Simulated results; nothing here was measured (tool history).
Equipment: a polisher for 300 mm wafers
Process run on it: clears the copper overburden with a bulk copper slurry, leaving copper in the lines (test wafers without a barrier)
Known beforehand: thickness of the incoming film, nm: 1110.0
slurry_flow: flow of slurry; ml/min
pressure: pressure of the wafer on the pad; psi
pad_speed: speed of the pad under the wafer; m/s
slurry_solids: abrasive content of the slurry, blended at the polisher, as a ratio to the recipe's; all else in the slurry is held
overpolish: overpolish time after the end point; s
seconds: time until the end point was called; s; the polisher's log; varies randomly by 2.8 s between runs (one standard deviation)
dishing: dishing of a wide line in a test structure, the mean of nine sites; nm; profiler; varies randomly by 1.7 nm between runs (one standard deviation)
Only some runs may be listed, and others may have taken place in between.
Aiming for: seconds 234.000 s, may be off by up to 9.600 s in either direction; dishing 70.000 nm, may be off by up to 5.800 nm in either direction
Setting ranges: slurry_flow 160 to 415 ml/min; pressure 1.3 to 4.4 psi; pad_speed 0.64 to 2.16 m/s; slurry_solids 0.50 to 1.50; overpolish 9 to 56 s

run 1 hour=0.0 | slurry_flow=265 pressure=2.8 pad_speed=1.40 slurry_solids=1.00 overpolish=29 | seconds=83.534 dishing=131.620
run 2 hour=5.1 | slurry_flow=265 pressure=2.6 pad_speed=1.32 slurry_solids=1.00 overpolish=28 | seconds=95.719 dishing=123.420
run 3 hour=12.2 | slurry_flow=265 pressure=2.5 pad_speed=1.26 slurry_solids=1.00 overpolish=26 | seconds=102.910 dishing=114.030
run 4 hour=15.5 | slurry_flow=265 pressure=2.4 pad_speed=1.20 slurry_solids=1.00 overpolish=25 | seconds=114.000 dishing=98.977
run 5 hour=17.1 | slurry_flow=240 pressure=2.4 pad_speed=1.20 slurry_solids=1.00 overpolish=25 | seconds=117.080 dishing=102.790
run 6 hour=18.2 | slurry_flow=290 pressure=2.4 pad_speed=1.20 slurry_solids=1.00 overpolish=25 | seconds=111.910 dishing=101.800
-- hour=25.1 slurry nozzle cleaned
run 7 hour=25.1 | slurry_flow=285 pressure=2.3 pad_speed=1.16 slurry_solids=1.00 overpolish=26 | seconds=118.210 dishing=100.120
run 8 hour=27.1 | slurry_flow=280 pressure=2.2 pad_speed=1.12 slurry_solids=1.00 overpolish=26 | seconds=128.430 dishing=98.201

Which one of the following 5 next-run settings gets every result inside its allowed miss? There is exactly one.
run A hour=29.1 | slurry_flow=310 pressure=3.5 pad_speed=0.94 slurry_solids=1.35 overpolish=45 | seconds=? dishing=?
run B hour=29.1 | slurry_flow=240 pressure=1.6 pad_speed=0.76 slurry_solids=1.00 overpolish=32 | seconds=? dishing=?
run C hour=29.1 | slurry_flow=320 pressure=1.3 pad_speed=1.00 slurry_solids=1.00 overpolish=31 | seconds=? dishing=?
run D hour=29.1 | slurry_flow=260 pressure=1.5 pad_speed=0.90 slurry_solids=0.90 overpolish=24 | seconds=? dishing=?
run E hour=29.1 | slurry_flow=275 pressure=2.6 pad_speed=1.52 slurry_solids=1.20 overpolish=9 | seconds=? dishing=?

move=A seconds=90.935 dishing=149.530
move=B seconds=260.000 dishing=67.180
move=C seconds=236.210 dishing=67.235
move=D seconds=238.520 dishing=58.213
move=E seconds=79.329 dishing=68.143
A: its largest miss is bigger than the last run's
B: takes the biggest miss from the last run beyond its target
C: every result lands within tolerance
D: puts the biggest miss on target and leaves a different result outside tolerance
E: its largest miss is bigger than the last run's
So the answer is move C, the one that meets all the targets.
